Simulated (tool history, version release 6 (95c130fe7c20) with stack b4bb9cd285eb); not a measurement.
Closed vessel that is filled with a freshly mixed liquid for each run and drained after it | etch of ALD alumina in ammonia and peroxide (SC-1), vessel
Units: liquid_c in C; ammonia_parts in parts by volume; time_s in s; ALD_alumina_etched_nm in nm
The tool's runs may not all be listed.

{"run": 1, "day": 0.0, "liquid_c": 53.0, "ammonia_parts": 0.6, "time_s": 580, "ALD_alumina_etched_nm": 39.751}
{"run": 2, "day": 0.208, "liquid_c": 53.0, "ammonia_parts": 0.6, "time_s": 615, "ALD_alumina_etched_nm": 42.589}
{"run": 3, "day": 0.488, "liquid_c": 53.0, "ammonia_parts": 0.6, "time_s": 615, "ALD_alumina_etched_nm": 42.763}
{"run": 4, "day": 0.775, "liquid_c": 47.5, "ammonia_parts": 0.6, "time_s": 615, "ALD_alumina_etched_nm": 31.496}
{"run": 5, "day": 0.912, "liquid_c": 47.5, "ammonia_parts": 0.75, "time_s": 615, "ALD_alumina_etched_nm": 32.22}
{"run": 6, "day": 1.233, "liquid_c": 53.5, "ammonia_parts": 0.75, "time_s": 615, "ALD_alumina_etched_nm": 44.535}
{"run": 7, "day": 1.425, "liquid_c": 53.5, "ammonia_parts": 0.75, "time_s": 615, "ALD_alumina_etched_nm": 45.029}

The next listed run, before its measurement:
{"run": 8, "day": 1.754, "liquid_c": 54.0, "ammonia_parts": 0.75, "time_s": 615, "ALD_alumina_etched_nm": "?"}

ALD_alumina_etched_nm: 46.033 nm
